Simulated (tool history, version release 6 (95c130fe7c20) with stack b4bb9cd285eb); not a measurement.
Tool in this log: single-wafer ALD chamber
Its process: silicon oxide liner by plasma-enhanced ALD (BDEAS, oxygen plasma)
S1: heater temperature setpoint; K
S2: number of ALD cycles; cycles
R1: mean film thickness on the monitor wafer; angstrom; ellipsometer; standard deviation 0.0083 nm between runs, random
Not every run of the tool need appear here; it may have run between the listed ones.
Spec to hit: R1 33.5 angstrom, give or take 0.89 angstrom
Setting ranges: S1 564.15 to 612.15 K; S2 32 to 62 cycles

{"run": 1, "hour": 0.0, "S1": 588.15, "S2": 47, "R1": 43.811}
{"run": 2, "hour": 4.1, "S1": 588.15, "S2": 50, "R1": 46.552}
{"run": 3, "hour": 5.0, "S1": 588.15, "S2": 53, "R1": 49.402}
{"run": 4, "hour": 10.8, "S1": 588.15, "S2": 58, "R1": 53.951}
{"run": 5, "hour": 18.2, "S1": 594.15, "S2": 58, "R1": 53.613}
{"run": 6, "hour": 25.1, "S1": 600.15, "S2": 58, "R1": 53.28}
{"run": 7, "hour": 28.2, "S1": 601.15, "S2": 50, "R1": 46.037}
{"run": 8, "hour": 33.7, "S1": 604.15, "S2": 43, "R1": 39.288}

Which of these 4 next moves meets every target?
{"run": "A", "hour": 39.2, "S1": 599.15, "S2": 53, "R1": "?"}
{"run": "B", "hour": 39.2, "S1": 587.15, "S2": 47, "R1": "?"}
{"run": "C", "hour": 39.2, "S1": 596.15, "S2": 46, "R1": "?"}
{"run": "D", "hour": 39.2, "S1": 595.15, "S2": 36, "R1": "?"}

move=A R1=48.681
move=B R1=43.83
move=C R1=42.413
move=D R1=33.235
A: its largest miss is bigger than the last run's
B: its largest miss is bigger than the last run's
C: its largest miss is bigger than the last run's
D: each result inside its tolerance
Go with D: it meets all targets.
